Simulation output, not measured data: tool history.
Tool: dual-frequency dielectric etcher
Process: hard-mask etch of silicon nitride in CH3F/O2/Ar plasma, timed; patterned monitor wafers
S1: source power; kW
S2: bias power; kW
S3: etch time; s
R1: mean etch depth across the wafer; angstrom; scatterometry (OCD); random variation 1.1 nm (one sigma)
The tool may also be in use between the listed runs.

| run | hour | S1 | S2 | S3 | R1 |
|---|---|---|---|---|---|
| 1 | 0.0 | 0.480 | 0.093 | 218.0 | 1634.5 |
| 2 | 4.4 | 0.490 | 0.094 | 218.0 | 1654.0 |
| 3 | 5.7 | 0.500 | 0.095 | 218.0 | 1661.1 |
| 4 | 7.5 | 0.510 | 0.096 | 218.0 | 1687.2 |
| 5 | 11.0 | 0.510 | 0.110 | 218.0 | 1745.5 |
| 6 | 15.6 | 0.510 | 0.102 | 218.0 | 1699.4 |
| 7 | 22.4 | 0.520 | 0.103 | 218.0 | 1713.0 |
| 8 | 23.5 | 0.520 | 0.103 | 218.0 | 1712.5 |
| 9 | 28.8 | 0.530 | 0.104 | 218.0 | 1753.7 |

Run 10 comes next. What will it give?
| 10 | 33.6 | 0.550 | 0.105 | 218.0 | ? |

Run 10 gave R1 1757.4 angstrom.

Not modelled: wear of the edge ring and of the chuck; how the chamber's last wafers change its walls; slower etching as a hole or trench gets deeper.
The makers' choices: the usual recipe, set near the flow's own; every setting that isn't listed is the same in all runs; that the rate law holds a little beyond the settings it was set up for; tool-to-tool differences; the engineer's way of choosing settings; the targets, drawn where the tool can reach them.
